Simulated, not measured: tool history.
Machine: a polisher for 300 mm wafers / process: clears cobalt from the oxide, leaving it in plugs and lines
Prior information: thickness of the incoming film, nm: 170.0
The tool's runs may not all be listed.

run    day  flow of slurry (ml/min)  pressure of the wafer on the pad (kPa)  speed of the pad under the wafer (m/s)  overpolish time after the end point (s)  time until the end point was called (s)  dishing of a wide line in a test structure (Å)
  1      0                      315                                      11                                    1.18                                       16                                   33.944                                          423.84
  2  0.362                      315                                       9                                    1.18                                       16                                    42.17                                          394.31
  3  0.462                      315                                     8.3                                    1.16                                       16                                   48.231                                          368.42
  4  0.804                      315                                     7.6                                    1.16                                       16                                   52.569                                          356.42
  5  0.875                      315                                     5.5                                    1.16                                       16                                   67.072                                          291.33
  6  1.083                      315                                     5.5                                     0.9                                       16                                   89.895                                          254.17
  7  1.408                      315                                     5.5                                     0.9                                       17                                   88.999                                          264.38

Run 8 has not been measured yet. What should we expect?
  8  1.708                      315                                     5.5                                     0.9                                       18                                        ?                                               ?

Run 8 measured time until the end point was called (s) 90.232, dishing of a wide line in a test structure (Å) 270.84.
